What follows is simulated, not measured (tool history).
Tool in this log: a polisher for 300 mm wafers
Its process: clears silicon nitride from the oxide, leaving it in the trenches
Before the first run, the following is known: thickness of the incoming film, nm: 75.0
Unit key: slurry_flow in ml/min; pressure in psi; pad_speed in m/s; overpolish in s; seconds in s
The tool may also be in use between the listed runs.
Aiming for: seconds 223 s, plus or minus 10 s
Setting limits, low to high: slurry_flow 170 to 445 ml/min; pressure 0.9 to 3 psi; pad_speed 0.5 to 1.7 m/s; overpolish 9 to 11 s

| run | hour | slurry_flow | pressure | pad_speed | overpolish | seconds |
|---|---|---|---|---|---|---|
| 1 | 0 | 285 | 1.9 | 1.1 | 11 | 102.08 |
| 2 | 7.7 | 285 | 2.3 | 1.1 | 11 | 88.085 |
| 3 | 10.1 | 280 | 1.9 | 0.96 | 11 | 121.46 |
| 4 | 13.9 | 280 | 1.6 | 0.9 | 11 | 152.65 |
| 5 | 21.4 | 280 | 1.9 | 0.9 | 11 | 127.05 |
| 6 | 23.1 | 280 | 1.6 | 0.88 | 11 | 155.36 |
| 7 | 26.6 | 280 | 1.4 | 0.88 | 11 | 177.75 |
| 8 | 27.3 | 280 | 1.3 | 0.88 | 11 | 189.68 |
| 9 | 31.7 | 280 | 1.2 | 0.88 | 11 | 202.7 |

5 candidate next runs follow, results not yet known. Just one meets every target within its allowed miss. Identify it.
| A | 36.1 | 250 | 1 | 0.88 | 11 | ? |
| B | 36.1 | 285 | 1.1 | 0.76 | 11 | ? |
| C | 36.1 | 245 | 1.1 | 0.9 | 9 | ? |
| D | 36.1 | 200 | 1.1 | 0.82 | 11 | ? |
| E | 36.1 | 255 | 1.4 | 0.64 | 11 | ? |

| move | seconds |
|---|---|
| A | 241.11 |
| B | 249.89 |
| C | 216.12 |
| D | 243.18 |
| E | 236.74 |
A: takes the biggest miss from the last run beyond its target
B: takes the biggest miss from the last run beyond its target
C: every result within its allowed miss
D: takes the biggest miss from the last run beyond its target
E: takes the biggest miss from the last run beyond its target
The move that meets every target is C.

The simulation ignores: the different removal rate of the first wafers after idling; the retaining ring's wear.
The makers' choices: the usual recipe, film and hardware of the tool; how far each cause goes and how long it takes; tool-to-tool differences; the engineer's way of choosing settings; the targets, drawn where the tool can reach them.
